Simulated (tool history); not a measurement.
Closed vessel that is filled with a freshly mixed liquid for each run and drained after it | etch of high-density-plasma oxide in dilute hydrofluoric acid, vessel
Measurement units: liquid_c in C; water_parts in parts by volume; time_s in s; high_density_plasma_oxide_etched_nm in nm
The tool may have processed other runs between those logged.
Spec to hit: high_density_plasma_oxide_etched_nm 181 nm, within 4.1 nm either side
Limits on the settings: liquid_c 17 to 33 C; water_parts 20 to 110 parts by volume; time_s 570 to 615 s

run  hour  liquid_c  water_parts  time_s  high_density_plasma_oxide_etched_nm
  1     0        25           60     570                               54.953
  2   8.4        27           50     580                               73.711
  3  11.8      28.5           45     590                               88.876
  4  13.4      29.5           40     595                               106.29
  5  18.6      29.5           40     615                               109.74
  6    23      30.5           35     615                               130.87
  7  28.8        31           35     615                                134.1
  8  31.9      31.5           35     615                               137.11
  9    37        32           35     615                               139.69
 10  38.1        33           20     615                               260.05

Exactly one of the 4 candidate moves below puts every result within its allowed miss. Which one?
  A  39.2        30           25     570                                    ?
  B  39.2        33           25     570                                    ?
  C  39.2      29.5           25     615                                    ?
  D  39.2        33           30     615                                    ?

move  high_density_plasma_oxide_etched_nm
   A                               170.61
   B                               192.25
   C                               180.41
   D                               171.38
A: takes the biggest miss from the last run beyond its target
B: nearer the targets than the last run, but a result is still out of spec
C: every result within its allowed miss
D: takes the biggest miss from the last run beyond its target
Answer: C
